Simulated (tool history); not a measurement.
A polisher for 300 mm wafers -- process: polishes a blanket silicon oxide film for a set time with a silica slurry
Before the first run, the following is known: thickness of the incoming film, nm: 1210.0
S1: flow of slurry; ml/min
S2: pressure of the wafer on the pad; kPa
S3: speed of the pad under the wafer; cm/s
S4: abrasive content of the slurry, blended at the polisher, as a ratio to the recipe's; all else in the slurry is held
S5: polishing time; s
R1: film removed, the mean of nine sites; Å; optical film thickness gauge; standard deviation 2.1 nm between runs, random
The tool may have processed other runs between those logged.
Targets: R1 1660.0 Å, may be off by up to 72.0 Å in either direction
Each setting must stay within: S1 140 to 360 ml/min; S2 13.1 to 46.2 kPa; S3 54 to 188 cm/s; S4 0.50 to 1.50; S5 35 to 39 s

{"run": 1, "hour": 0.0, "S1": 230, "S2": 29.6, "S3": 120, "S4": 1.0, "S5": 39, "R1": 1288.9}
{"run": 2, "hour": 5.8, "S1": 190, "S2": 29.6, "S3": 120, "S4": 1.0, "S5": 39, "R1": 1270.3}
{"run": 3, "hour": 12.9, "S1": 190, "S2": 29.6, "S3": 120, "S4": 1.0, "S5": 39, "R1": 1254.5}
{"run": 4, "hour": 16.4, "S1": 190, "S2": 30.3, "S3": 120, "S4": 1.0, "S5": 39, "R1": 1304.3}
{"run": 5, "hour": 17.6, "S1": 190, "S2": 30.3, "S3": 120, "S4": 1.0, "S5": 35, "R1": 1170.8}
{"run": 6, "hour": 18.6, "S1": 190, "S2": 31.7, "S3": 120, "S4": 1.0, "S5": 35, "R1": 1201.8}
{"run": 7, "hour": 22.7, "S1": 190, "S2": 33.1, "S3": 120, "S4": 1.0, "S5": 35, "R1": 1258.5}
{"run": 8, "hour": 23.6, "S1": 190, "S2": 34.5, "S3": 120, "S4": 1.0, "S5": 35, "R1": 1290.5}
{"run": 9, "hour": 27.7, "S1": 190, "S2": 35.9, "S3": 120, "S4": 1.0, "S5": 35, "R1": 1355.2}

Pick the move, out of 5, that brings all results within their allowed miss; only one does.
{"run": "A", "hour": 31.8, "S1": 185, "S2": 35.9, "S3": 106, "S4": 0.9, "S5": 35, "R1": "?"}
{"run": "B", "hour": 31.8, "S1": 220, "S2": 34.5, "S3": 90, "S4": 1.05, "S5": 35, "R1": "?"}
{"run": "C", "hour": 31.8, "S1": 220, "S2": 34.5, "S3": 126, "S4": 1.0, "S5": 36, "R1": "?"}
{"run": "D", "hour": 31.8, "S1": 235, "S2": 33.1, "S3": 150, "S4": 1.0, "S5": 38, "R1": "?"}
{"run": "E", "hour": 31.8, "S1": 190, "S2": 29.0, "S3": 110, "S4": 1.1, "S5": 35, "R1": "?"}

move=A R1=1173.5
move=B R1=1082.7
move=C R1=1416.1
move=D R1=1658.1
move=E R1=1061.0
A: further off than the last run
B: further off than the last run
C: closes in on the targets versus the last run, not all within tolerance yet
D: all results in spec
E: further off than the last run
So the answer is move D, the one that meets all the targets.
